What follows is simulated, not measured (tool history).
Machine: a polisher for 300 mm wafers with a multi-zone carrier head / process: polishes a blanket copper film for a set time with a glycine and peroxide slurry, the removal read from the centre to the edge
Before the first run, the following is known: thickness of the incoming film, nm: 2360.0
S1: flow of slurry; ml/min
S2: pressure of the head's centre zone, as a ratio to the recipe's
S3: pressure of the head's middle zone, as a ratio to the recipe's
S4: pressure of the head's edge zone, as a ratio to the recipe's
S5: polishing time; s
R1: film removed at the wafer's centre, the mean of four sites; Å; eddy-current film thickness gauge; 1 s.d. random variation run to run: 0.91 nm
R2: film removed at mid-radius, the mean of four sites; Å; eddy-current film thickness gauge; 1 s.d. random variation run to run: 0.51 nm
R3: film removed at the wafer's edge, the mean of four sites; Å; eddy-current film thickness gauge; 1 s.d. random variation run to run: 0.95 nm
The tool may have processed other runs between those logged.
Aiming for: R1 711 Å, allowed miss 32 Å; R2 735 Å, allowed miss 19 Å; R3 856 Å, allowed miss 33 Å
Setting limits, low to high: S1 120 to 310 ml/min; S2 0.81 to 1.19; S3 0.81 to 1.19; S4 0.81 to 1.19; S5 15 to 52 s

run	hour	S1	S2	S3	S4	S5	R1	R2	R3
1	0	200	1	1	1	33	1297	1297.4	1284.4
2	8.2	165	1	1	1	33	1274.9	1268.8	1259.6
3	11.6	165	1	1	1	40	1491.4	1542.4	1531.5
4	14.9	155	0.96	0.98	1.01	36	1290.9	1343.6	1358.6
5	18.4	155	0.96	0.98	1.01	31	1099.5	1152.4	1188
6	26.2	155	0.9	0.98	1.01	31	1066.4	1153.6	1190.5
7	32.4	150	0.89	0.96	1	29	978.74	1050.1	1106
8	35.8	125	0.81	0.86	0.93	21	612.06	670.98	759.68
9	37.8	140	0.82	0.86	0.95	21	629.3	683.08	768.1
10	45.7	140	0.82	0.86	0.95	21	636.09	686.57	776.24
11	50.4	150	0.83	0.86	0.97	21	661.9	699.11	786.46
12	51.2	150	0.83	0.86	0.99	21	656.87	699.85	796.6
13	57.6	155	0.83	0.86	1.01	21	674.05	701.87	789.56
14	59.9	150	0.83	0.86	1.03	21	675.09	696.52	798.93
15	62.8	150	0.83	0.87	1.05	21	667.23	696.34	812.3
16	65.2	195	0.86	0.9	1.08	22	752.89	793.41	893.28
17	67.2	185	0.86	0.9	1.08	22	750.29	793.92	880.42
18	74.7	175	0.86	0.9	1.08	22	732.72	783.13	892.87
19	78.7	170	0.86	0.89	1.07	22	735.35	772.68	882.93
20	79.5	165	0.86	0.89	1.07	22	730.69	765.48	863.06
21	87	160	0.86	0.89	1.08	22	713.02	764.65	877.19
22	88.6	160	0.86	0.88	1.08	22	723.77	758.58	867.47

Of the 4 settings listed for the next run, only one would bring every result within its allowed miss of target. Which one?
A	90.2	130	0.89	0.9	1.12	22	?	?	?
B	90.2	155	0.89	0.97	1.04	22	?	?	?
C	90.2	160	0.85	0.93	1.05	22	?	?	?
D	90.2	155	0.87	0.9	1.07	22	?	?	?

move	R1	R2	R3
A	730.32	731.22	854.13
B	763.32	809.17	845.1
C	739.6	786.13	853.36
D	748.61	760.14	857.9
A: meets every target
B: moves away from the targets compared with the last run
C: moves away from the targets compared with the last run
D: moves away from the targets compared with the last run
Move A is the one to make.
